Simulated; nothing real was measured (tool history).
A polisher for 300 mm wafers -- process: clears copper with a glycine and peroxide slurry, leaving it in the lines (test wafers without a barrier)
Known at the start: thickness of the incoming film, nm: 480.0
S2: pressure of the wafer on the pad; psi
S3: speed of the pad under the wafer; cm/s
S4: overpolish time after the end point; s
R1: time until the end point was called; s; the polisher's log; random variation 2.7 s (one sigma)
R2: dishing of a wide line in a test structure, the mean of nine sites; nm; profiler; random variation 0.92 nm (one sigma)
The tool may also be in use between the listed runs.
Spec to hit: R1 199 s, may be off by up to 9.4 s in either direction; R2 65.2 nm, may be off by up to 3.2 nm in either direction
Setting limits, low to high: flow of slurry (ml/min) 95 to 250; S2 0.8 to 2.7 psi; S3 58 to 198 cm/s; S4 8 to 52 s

Run 1, day 0: flow of slurry (ml/min) 160, S2 1.7 psi, S3 128 cm/s, S4 26 s. Result: R1 139 s, R2 57.649 nm.
Run 2, day 0.075: flow of slurry (ml/min) 160, S2 1.7 psi, S3 156 cm/s, S4 26 s. Result: R1 115.39 s, R2 64.397 nm.
Run 3, day 0.275: flow of slurry (ml/min) 125, S2 1.7 psi, S3 156 cm/s, S4 26 s. Result: R1 122.36 s, R2 62.15 nm.
Run 4, day 0.317: flow of slurry (ml/min) 105, S2 1.7 psi, S3 156 cm/s, S4 26 s. Result: R1 126.69 s, R2 60.245 nm.
Run 5, day 0.379: flow of slurry (ml/min) 105, S2 1.3 psi, S3 156 cm/s, S4 26 s. Result: R1 144.95 s, R2 56.446 nm.
Run 6, day 0.467: flow of slurry (ml/min) 105, S2 1.3 psi, S3 156 cm/s, S4 36 s. Result: R1 142.78 s, R2 67.466 nm.
Run 7, day 0.662: flow of slurry (ml/min) 105, S2 1.2 psi, S3 150 cm/s, S4 38 s. Result: R1 153.91 s, R2 67.749 nm.
Run 8, day 0.704: flow of slurry (ml/min) 105, S2 1.1 psi, S3 146 cm/s, S4 40 s. Result: R1 163.35 s, R2 67.104 nm.
Run 9, day 0.992: flow of slurry (ml/min) 105, S2 1 psi, S3 142 cm/s, S4 41 s. Result: R1 167.6 s, R2 65.326 nm.
Run 10, day 1.1: flow of slurry (ml/min) 105, S2 1 psi, S3 138 cm/s, S4 43 s. Result: R1 170.61 s, R2 68.307 nm.
Run 11, day 1.283: flow of slurry (ml/min) 105, S2 1 psi, S3 134 cm/s, S4 44 s. Result: R1 179.97 s, R2 67.354 nm.
Run 12, day 1.421: flow of slurry (ml/min) 105, S2 1 psi, S3 132 cm/s, S4 45 s. Result: R1 179.64 s, R2 68.52 nm.
Run 13, day 1.458: flow of slurry (ml/min) 105, S2 1 psi, S3 130 cm/s, S4 45 s. Result: R1 182.62 s, R2 69.011 nm.
Run 14, day 1.633: flow of slurry (ml/min) 105, S2 1 psi, S3 130 cm/s, S4 45 s. Result: R1 181.58 s, R2 67.3 nm.
Run 15, day 1.975: flow of slurry (ml/min) 105, S2 1 psi, S3 130 cm/s, S4 46 s. Result: R1 180.54 s, R2 67.394 nm.

Pick the move, out of 5, that brings all results within their allowed miss; only one does.
Run A, day 2.317: flow of slurry (ml/min) 105, S2 1 psi, S3 94 cm/s, S4 43 s. Result: R1 ?, R2 ?.
Run B, day 2.317: flow of slurry (ml/min) 130, S2 0.8 psi, S3 98 cm/s, S4 52 s. Result: R1 ?, R2 ?.
Run C, day 2.317: flow of slurry (ml/min) 120, S2 1.4 psi, S3 108 cm/s, S4 33 s. Result: R1 ?, R2 ?.
Run D, day 2.317: flow of slurry (ml/min) 110, S2 1 psi, S3 136 cm/s, S4 43 s. Result: R1 ?, R2 ?.
Run E, day 2.317: flow of slurry (ml/min) 125, S2 0.9 psi, S3 114 cm/s, S4 46 s. Result: R1 ?, R2 ?.

move      R1      R2
   A  231.11   58.79
   B  229.65  66.739
   C  180.55  57.911
   D  176.05  68.391
   E  201.75  66.284
A: the result that was furthest off in the last run now lies on the other side of its target
B: the result that was furthest off in the last run now lies on the other side of its target
C: further off than the last run
D: further off than the last run
E: every result within its allowed miss
Move E is the one to make.

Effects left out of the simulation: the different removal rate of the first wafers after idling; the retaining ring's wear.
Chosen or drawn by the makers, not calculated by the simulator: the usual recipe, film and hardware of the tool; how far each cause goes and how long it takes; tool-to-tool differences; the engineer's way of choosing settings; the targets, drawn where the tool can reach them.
